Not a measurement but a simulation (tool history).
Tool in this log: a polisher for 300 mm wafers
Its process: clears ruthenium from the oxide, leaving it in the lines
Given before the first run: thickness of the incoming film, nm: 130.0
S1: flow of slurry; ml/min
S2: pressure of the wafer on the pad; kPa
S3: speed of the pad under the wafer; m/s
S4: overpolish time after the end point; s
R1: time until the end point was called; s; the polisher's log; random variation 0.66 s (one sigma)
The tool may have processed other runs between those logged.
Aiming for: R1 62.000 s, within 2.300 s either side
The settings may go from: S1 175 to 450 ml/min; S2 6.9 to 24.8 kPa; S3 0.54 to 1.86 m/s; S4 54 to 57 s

run  hour   S1    S2    S3  S4       R1
  1   0.0  290  15.9  1.18  54   76.340
  2   6.3  290  16.5  1.18  54   73.883
  3  10.1  290  16.5  1.18  57   73.315
  4  17.3  250  16.5  1.18  57   75.287
  5  20.0  250  14.5  1.18  57   85.401
     21.3  -- slurry nozzle cleaned
  6  21.3  250  14.5  0.98  57  100.110
  7  22.8  255  15.2  0.98  57   94.497
  8  28.0  255  15.9  0.98  57   90.166
  9  33.2  255  20.0  1.00  57   70.732
 10  36.4  260  20.0  1.00  57   70.310
 11  42.4  265  20.0  1.00  57   72.143
 12  48.7  265  20.7  1.00  57   66.943
 13  57.4  275  21.4  1.00  57   65.751
 14  61.9  275  21.4  1.00  57   65.758
 15  69.5  275  21.4  1.00  57   64.663

Which single option among these 4 for the next run brings every result within its allowed miss of target? Just one does.
  A  77.1  300  22.1  1.02  57   ?
  B  77.1  390  22.1  0.92  54   ?
  C  77.1  290  20.7  0.96  57   ?
  D  77.1  230  22.8  0.92  57   ?

move      R1
   A  62.901
   B  68.183
   C  71.224
   D  68.991
A: each result inside its tolerance
B: the biggest miss grows against the last run
C: the biggest miss grows against the last run
D: the biggest miss grows against the last run
The move that meets every target is A.
